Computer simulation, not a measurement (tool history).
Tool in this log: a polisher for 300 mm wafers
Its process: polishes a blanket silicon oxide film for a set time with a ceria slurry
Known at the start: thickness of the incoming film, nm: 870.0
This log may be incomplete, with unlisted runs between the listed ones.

run    day  flow of slurry (ml/min)  pressure of the wafer on the pad (kPa)  speed of the pad under the wafer (cm/s)  polishing time (s)  film removed (nm)
  1  0.000                      135                                    16.5                                       88                  56             188.42
  2  0.329                      165                                    16.5                                       88                  56             195.25
  3  0.492                      165                                    20.7                                       88                  56             236.92
  4  0.525                      165                                    20.7                                       88                  56             230.69
  5  0.567                      185                                    20.7                                       88                  56             241.90
  6  0.896                      185                                    20.7                                      106                  56             288.69
  7  1.171                      185                                    22.1                                      106                  56             303.80

What will run 8 give?
  8  1.471                      190                                    22.8                                      106                  56                  ?

{"run 8": {"film removed (nm)": 308.22}}

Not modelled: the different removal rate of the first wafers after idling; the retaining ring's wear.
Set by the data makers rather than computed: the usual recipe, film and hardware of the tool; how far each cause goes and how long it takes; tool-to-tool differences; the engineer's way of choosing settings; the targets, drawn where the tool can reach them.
